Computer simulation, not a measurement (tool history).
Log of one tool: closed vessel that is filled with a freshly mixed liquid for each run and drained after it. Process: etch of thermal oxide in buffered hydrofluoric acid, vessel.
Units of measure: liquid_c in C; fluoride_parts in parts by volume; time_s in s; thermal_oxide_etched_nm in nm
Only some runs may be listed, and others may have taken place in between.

{"run": 1, "hour": 0.0, "liquid_c": 20.0, "fluoride_parts": 9.0, "time_s": 30, "thermal_oxide_etched_nm": 33.909}
{"run": 2, "hour": 2.3, "liquid_c": 20.0, "fluoride_parts": 9.0, "time_s": 30, "thermal_oxide_etched_nm": 33.965}
{"run": 3, "hour": 5.5, "liquid_c": 20.0, "fluoride_parts": 11.0, "time_s": 30, "thermal_oxide_etched_nm": 28.404}
{"run": 4, "hour": 11.7, "liquid_c": 19.5, "fluoride_parts": 11.0, "time_s": 30, "thermal_oxide_etched_nm": 27.783}
{"run": 5, "hour": 19.0, "liquid_c": 19.0, "fluoride_parts": 11.5, "time_s": 30, "thermal_oxide_etched_nm": 25.667}
{"run": 6, "hour": 26.5, "liquid_c": 21.0, "fluoride_parts": 11.5, "time_s": 30, "thermal_oxide_etched_nm": 28.773}

What will run 7 give?
{"run": 7, "hour": 34.0, "liquid_c": 20.0, "fluoride_parts": 11.5, "time_s": 30, "thermal_oxide_etched_nm": "?"}

{"run 7": {"thermal_oxide_etched_nm": 27.358}}
